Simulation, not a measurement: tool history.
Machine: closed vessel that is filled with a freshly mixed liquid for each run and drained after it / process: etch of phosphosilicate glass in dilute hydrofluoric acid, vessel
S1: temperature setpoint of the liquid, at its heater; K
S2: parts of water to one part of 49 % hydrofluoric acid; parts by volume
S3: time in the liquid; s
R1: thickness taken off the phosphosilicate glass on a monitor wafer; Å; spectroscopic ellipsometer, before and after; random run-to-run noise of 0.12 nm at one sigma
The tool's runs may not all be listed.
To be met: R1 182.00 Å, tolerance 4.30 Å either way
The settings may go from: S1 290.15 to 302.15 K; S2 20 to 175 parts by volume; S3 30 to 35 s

| run | hour | S1 | S2 | S3 | R1 |
|---|---|---|---|---|---|
| 1 | 0.0 | 294.15 | 95 | 35 | 243.94 |
| 2 | 5.3 | 294.15 | 75 | 35 | 315.30 |
| 3 | 7.2 | 293.15 | 80 | 35 | 280.43 |
| 4 | 13.8 | 292.65 | 85 | 35 | 257.59 |
| 5 | 17.2 | 292.15 | 90 | 35 | 238.32 |
| 6 | 19.1 | 295.15 | 90 | 35 | 270.32 |
| 7 | 24.0 | 294.15 | 95 | 35 | 242.56 |
| 8 | 27.6 | 293.15 | 95 | 35 | 231.35 |
| 9 | 28.8 | 292.65 | 95 | 35 | 232.54 |
|  | 32.3 | hydrofluoric acid flow meter replaced |
| 10 | 32.3 | 292.15 | 100 | 35 | 190.43 |
| 11 | 35.0 | 291.65 | 100 | 35 | 187.82 |

Pick the move, out of 4, that brings all results within their allowed miss; only one does.
| A | 37.7 | 290.15 | 80 | 30 | ? |
| B | 37.7 | 291.65 | 90 | 30 | ? |
| C | 37.7 | 291.15 | 95 | 35 | ? |
| D | 37.7 | 293.15 | 90 | 30 | ? |

| move | R1 |
|---|---|
| A | 193.95 |
| B | 181.71 |
| C | 195.61 |
| D | 193.42 |
A: lands further from the targets than the last run did
B: all results land within tolerance of their targets
C: lands further from the targets than the last run did
D: lands further from the targets than the last run did
So the answer is move B, the one that meets all the targets.
